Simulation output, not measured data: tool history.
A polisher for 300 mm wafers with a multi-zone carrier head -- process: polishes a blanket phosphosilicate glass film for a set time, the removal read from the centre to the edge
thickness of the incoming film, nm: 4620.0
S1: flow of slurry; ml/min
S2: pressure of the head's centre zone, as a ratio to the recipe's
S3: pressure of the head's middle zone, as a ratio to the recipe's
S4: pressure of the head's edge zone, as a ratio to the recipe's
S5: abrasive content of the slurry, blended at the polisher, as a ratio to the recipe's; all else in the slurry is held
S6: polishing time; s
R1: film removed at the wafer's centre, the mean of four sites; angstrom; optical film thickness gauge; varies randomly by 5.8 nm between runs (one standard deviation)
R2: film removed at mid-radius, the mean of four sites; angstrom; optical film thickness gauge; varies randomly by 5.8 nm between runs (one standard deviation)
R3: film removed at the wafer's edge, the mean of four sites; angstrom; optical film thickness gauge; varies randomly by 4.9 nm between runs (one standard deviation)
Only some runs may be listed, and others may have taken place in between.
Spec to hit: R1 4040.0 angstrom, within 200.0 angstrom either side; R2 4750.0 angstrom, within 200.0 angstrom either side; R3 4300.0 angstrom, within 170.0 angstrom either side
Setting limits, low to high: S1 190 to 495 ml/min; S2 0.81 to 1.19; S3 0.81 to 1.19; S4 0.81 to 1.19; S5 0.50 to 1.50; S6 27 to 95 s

run,day,S1,S2,S3,S4,S5,S6,R1,R2,R3
1,0.000,320,1.00,1.00,1.00,1.00,61,5175.1,4953.2,4878.9
2,0.038,320,1.00,1.06,1.00,1.00,61,5084.2,5202.3,4938.0
3,0.400,320,1.00,1.13,1.00,1.00,61,5093.2,5540.1,5025.0
4,0.504,275,1.00,1.13,1.00,1.00,61,5084.3,5484.0,4752.9
5,0.792,270,0.97,1.11,1.00,0.95,61,4766.5,5213.3,4726.8
6,1.017,270,0.97,1.11,1.00,0.95,74,5662.8,6545.5,5726.8
7,1.379,260,0.95,1.09,0.98,0.85,74,5256.2,5917.2,5273.2
8,1.646,255,0.85,1.05,0.91,0.60,72,3498.0,4335.3,3864.2
9,1.771,260,0.86,1.06,0.93,0.60,72,3670.4,4414.1,3987.3
10,1.883,265,0.87,1.07,0.94,0.60,72,3678.8,4357.3,3986.9
11,1.988,265,0.88,1.08,0.95,0.60,72,3712.3,4451.2,4024.3
12,2.358,265,0.89,1.09,0.96,0.60,72,3921.1,4549.0,3939.5
13,2.550,265,0.89,1.09,0.96,0.60,72,3767.8,4437.3,3989.2
14,2.683,265,0.89,1.09,0.97,0.60,72,3785.8,4415.5,4066.8
15,2.975,265,0.89,1.10,0.97,0.60,72,3754.9,4532.0,4052.4
16,3.296,275,0.93,1.11,1.03,0.70,72,4517.6,5145.0,4666.4
17,3.358,260,0.89,1.08,0.95,0.70,72,4309.5,5002.8,4494.0
18,3.683,260,0.86,1.06,0.92,0.60,72,3688.2,4473.1,3937.7
19,3.904,270,0.90,1.10,1.01,0.60,72,3820.8,4591.4,4143.1
20,4.046,270,0.91,1.10,1.02,0.60,72,4001.0,4554.7,4136.3

Next run, 5 choices. One meets every target within its allowed miss, the rest don't. Which?
A,4.188,245,0.88,0.89,1.13,0.60,76,?,?,?
B,4.188,290,0.92,1.00,1.00,0.55,81,?,?,?
C,4.188,285,0.96,1.08,1.03,0.65,67,?,?,?
D,4.188,305,0.99,1.17,0.94,0.65,63,?,?,?
E,4.188,260,0.89,1.09,0.98,0.80,63,?,?,?

move,R1,R2,R3
A,3983.1,3932.9,4529.3
B,4185.1,4346.9,4311.0
C,4129.3,4383.3,4115.9
D,4026.8,4433.9,3747.7
E,4123.9,4766.9,4361.9
A: the biggest miss grows against the last run
B: the biggest miss grows against the last run
C: the biggest miss grows against the last run
D: the biggest miss grows against the last run
E: every result lands within tolerance
So the answer is move E, the one that meets all the targets.
